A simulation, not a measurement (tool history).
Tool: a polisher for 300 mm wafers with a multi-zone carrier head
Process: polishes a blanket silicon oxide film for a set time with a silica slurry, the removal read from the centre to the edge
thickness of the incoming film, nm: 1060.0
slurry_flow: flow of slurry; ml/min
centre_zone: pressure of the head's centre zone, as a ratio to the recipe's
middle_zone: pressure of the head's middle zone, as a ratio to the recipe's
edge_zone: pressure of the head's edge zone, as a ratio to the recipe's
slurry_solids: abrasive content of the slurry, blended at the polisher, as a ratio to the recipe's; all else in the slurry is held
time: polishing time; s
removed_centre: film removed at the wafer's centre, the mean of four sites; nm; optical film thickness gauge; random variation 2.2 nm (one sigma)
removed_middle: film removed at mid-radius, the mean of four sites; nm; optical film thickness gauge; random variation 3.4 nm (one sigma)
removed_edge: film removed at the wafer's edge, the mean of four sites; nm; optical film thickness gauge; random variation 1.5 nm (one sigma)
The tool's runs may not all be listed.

run  hour  slurry_flow  centre_zone  middle_zone  edge_zone  slurry_solids  time  removed_centre  removed_middle  removed_edge
  1   0.0          125         1.00         1.00       1.00           1.00    65          160.64          161.83        164.77
  2   7.9          135         1.03         1.02       1.02           1.10    65          171.66          177.69        177.35
  3  12.7          145         1.06         1.01       1.01           1.15    66          188.76          184.05        184.83
  4  13.4          145         1.06         1.01       1.01           1.15    51          146.54          144.27        140.90
  5  20.4          150         1.08         1.01       1.01           1.20    54          159.63          151.55        152.86
  6  28.0          155         1.10         1.02       1.01           1.25    57          178.55          164.73        165.16
  7  36.3          160         1.11         1.04       1.02           1.30    59          186.64          175.72        175.42
  8  45.2          165         1.12         1.05       1.01           1.35    61          201.41          188.90        183.02

Forecast run 9:
  9  51.0          170         1.13         1.06       1.02           1.40    63               ?               ?             ?

removed_centre: 216.17 nm
removed_middle: 200.13 nm
removed_edge: 194.53 nm

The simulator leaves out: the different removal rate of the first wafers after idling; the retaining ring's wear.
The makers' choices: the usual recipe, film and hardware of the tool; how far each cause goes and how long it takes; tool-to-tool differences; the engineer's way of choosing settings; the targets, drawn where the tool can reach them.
